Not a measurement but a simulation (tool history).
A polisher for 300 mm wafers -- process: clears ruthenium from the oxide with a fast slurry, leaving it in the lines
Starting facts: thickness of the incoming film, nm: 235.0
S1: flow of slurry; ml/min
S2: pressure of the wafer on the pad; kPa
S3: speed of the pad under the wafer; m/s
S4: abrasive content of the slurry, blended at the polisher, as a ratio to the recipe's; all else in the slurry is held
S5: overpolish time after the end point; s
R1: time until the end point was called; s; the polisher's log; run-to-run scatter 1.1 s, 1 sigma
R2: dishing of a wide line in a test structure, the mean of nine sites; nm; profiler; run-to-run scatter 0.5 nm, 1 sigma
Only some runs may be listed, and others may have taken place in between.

{"run": 1, "hour": 0.0, "S1": 315, "S2": 14.5, "S3": 0.78, "S4": 1.0, "S5": 24, "R1": 91.659, "R2": 42.61}
{"run": 2, "hour": 8.2, "S1": 315, "S2": 15.9, "S3": 0.78, "S4": 1.0, "S5": 20, "R1": 85.517, "R2": 38.944}
{"run": 3, "hour": 14.3, "S1": 315, "S2": 17.2, "S3": 0.78, "S4": 1.0, "S5": 17, "R1": 81.581, "R2": 36.435}
{"run": 4, "hour": 22.8, "S1": 315, "S2": 17.2, "S3": 0.68, "S4": 1.0, "S5": 17, "R1": 90.869, "R2": 31.974}
{"run": 5, "hour": 23.9, "S1": 320, "S2": 18.6, "S3": 0.68, "S4": 1.1, "S5": 15, "R1": 81.002, "R2": 31.382}
{"hour": 29.4, "done": "head pressure recalibrated"}
{"run": 6, "hour": 29.4, "S1": 320, "S2": 15.2, "S3": 0.68, "S4": 1.1, "S5": 15, "R1": 92.908, "R2": 27.843}

Run 7, settings as shown, results not yet in. Your forecast:
{"run": 7, "hour": 37.6, "S1": 320, "S2": 19.3, "S3": 0.86, "S4": 1.15, "S5": 7, "R1": "?", "R2": "?"}

Run 7 gave R1 57.571 s, R2 21.294 nm.
